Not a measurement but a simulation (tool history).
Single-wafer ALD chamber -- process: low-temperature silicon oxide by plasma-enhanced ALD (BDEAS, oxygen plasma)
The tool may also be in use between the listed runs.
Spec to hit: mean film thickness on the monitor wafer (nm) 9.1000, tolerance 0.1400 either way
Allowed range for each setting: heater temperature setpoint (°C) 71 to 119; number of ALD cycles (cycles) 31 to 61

run,day,heater temperature setpoint (°C),number of ALD cycles (cycles),mean film thickness on the monitor wafer (nm)
1,0.000,95,46,7.8735
2,0.367,86,46,8.1512
3,0.588,84,46,8.2581
4,0.954,83,46,8.2371
5,1.283,83,40,7.1440
6,1.342,73,40,7.4539
7,1.512,73,41,7.6169
8,1.792,73,42,7.8906
9,1.888,73,43,7.9763
# day 2.242: thermocouple changed; heater temperature recalibrated
10,2.242,73,44,8.1297
11,2.354,73,45,8.2941
12,2.521,73,46,8.4462
13,2.662,72,48,8.9145

Below are 4 possible settings for the next run. Only one of them brings all results inside the allowed miss of their targets. Which is it?
A,2.804,82,50,?
B,2.804,72,49,?
C,2.804,86,49,?
D,2.804,77,48,?

move,mean film thickness on the monitor wafer (nm)
A,8.9334
B,9.0910
C,8.6202
D,8.7407
A: closes in on the targets versus the last run, not all within tolerance yet
B: meets every target
C: moves away from the targets compared with the last run
D: moves away from the targets compared with the last run
So the answer is move B, the one that meets all the targets.
